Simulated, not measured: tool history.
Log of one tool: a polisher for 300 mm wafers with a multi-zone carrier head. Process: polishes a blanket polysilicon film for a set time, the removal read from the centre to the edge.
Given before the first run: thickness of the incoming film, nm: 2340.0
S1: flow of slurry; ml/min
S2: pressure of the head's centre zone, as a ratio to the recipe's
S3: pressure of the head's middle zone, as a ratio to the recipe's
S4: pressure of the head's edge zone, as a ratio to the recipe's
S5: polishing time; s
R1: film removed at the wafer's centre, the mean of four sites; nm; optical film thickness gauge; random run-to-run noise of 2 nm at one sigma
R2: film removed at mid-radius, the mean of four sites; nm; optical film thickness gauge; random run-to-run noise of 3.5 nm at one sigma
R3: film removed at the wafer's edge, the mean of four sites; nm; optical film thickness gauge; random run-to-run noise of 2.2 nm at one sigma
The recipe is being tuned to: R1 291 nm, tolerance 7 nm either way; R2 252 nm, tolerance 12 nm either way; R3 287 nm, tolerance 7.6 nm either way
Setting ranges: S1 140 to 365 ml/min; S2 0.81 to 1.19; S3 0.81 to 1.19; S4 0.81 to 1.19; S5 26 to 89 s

Run 1, hour 0: S1 235 ml/min, S2 1, S3 1, S4 1, S5 57 s. Result: R1 411.69 nm, R2 407.19 nm, R3 415.05 nm.
Run 2, hour 0.7: S1 230 ml/min, S2 0.99, S3 0.95, S4 0.97, S5 52 s. Result: R1 372.55 nm, R2 354.83 nm, R3 370.05 nm.
Run 3, hour 6.1: S1 220 ml/min, S2 0.98, S3 0.91, S4 0.95, S5 49 s. Result: R1 349.8 nm, R2 313.33 nm, R3 343.36 nm.
Run 4, hour 13.5: S1 210 ml/min, S2 0.95, S3 0.89, S4 0.91, S5 48 s. Result: R1 325.15 nm, R2 310.24 nm, R3 331.27 nm.
Run 5, hour 21.1: S1 210 ml/min, S2 0.95, S3 0.98, S4 0.91, S5 48 s. Result: R1 324.13 nm, R2 330.43 nm, R3 335.25 nm.
Run 6, hour 26: S1 210 ml/min, S2 1.01, S3 0.98, S4 0.91, S5 48 s. Result: R1 341.12 nm, R2 331.93 nm, R3 333.02 nm.
Run 7, hour 32.6: S1 200 ml/min, S2 1, S3 0.93, S4 0.9, S5 46 s. Result: R1 321.54 nm, R2 294.2 nm, R3 317.78 nm.
At hour 34.2: worn pad replaced by a new one.
Run 8, hour 34.2: S1 195 ml/min, S2 1, S3 0.91, S4 0.88, S5 45 s. Result: R1 350.54 nm, R2 334.72 nm, R3 336.93 nm.
Run 9, hour 42.5: S1 195 ml/min, S2 1, S3 0.91, S4 0.88, S5 45 s. Result: R1 353.7 nm, R2 324.16 nm, R3 336.07 nm.
Run 10, hour 48.2: S1 220 ml/min, S2 0.99, S3 0.9, S4 0.91, S5 43 s. Result: R1 343.36 nm, R2 306.29 nm, R3 336.58 nm.
Run 11, hour 49.5: S1 200 ml/min, S2 0.99, S3 0.89, S4 0.92, S5 42 s. Result: R1 326.74 nm, R2 312.11 nm, R3 326.17 nm.
Run 12, hour 51.6: S1 220 ml/min, S2 0.97, S3 0.89, S4 0.89, S5 40 s. Result: R1 313.83 nm, R2 286.5 nm, R3 306.59 nm.

4 next moves are on the table. One of them brings every result within its allowed miss. Which?
Run A, hour 53.7: S1 250 ml/min, S2 0.98, S3 0.84, S4 0.94, S5 36 s. Result: R1 ?, R2 ?, R3 ?.
Run B, hour 53.7: S1 140 ml/min, S2 1, S3 0.97, S4 0.87, S5 40 s. Result: R1 ?, R2 ?, R3 ?.
Run C, hour 53.7: S1 155 ml/min, S2 1.1, S3 0.99, S4 0.84, S5 38 s. Result: R1 ?, R2 ?, R3 ?.
Run D, hour 53.7: S1 175 ml/min, S2 0.87, S3 0.88, S4 0.99, S5 40 s. Result: R1 ?, R2 ?, R3 ?.

move      R1      R2      R3
   A   284.3  252.47  285.57
   B  285.46  282.28   282.9
   C  302.52  279.18  269.15
   D  268.59  275.03  311.76
A: meets every target
B: corrects the largest miss of the last run, while another result sits out of spec
C: moves toward the targets from the last run without getting all of them in spec
D: the result that was furthest off in the last run now lies on the other side of its target
Answer: A

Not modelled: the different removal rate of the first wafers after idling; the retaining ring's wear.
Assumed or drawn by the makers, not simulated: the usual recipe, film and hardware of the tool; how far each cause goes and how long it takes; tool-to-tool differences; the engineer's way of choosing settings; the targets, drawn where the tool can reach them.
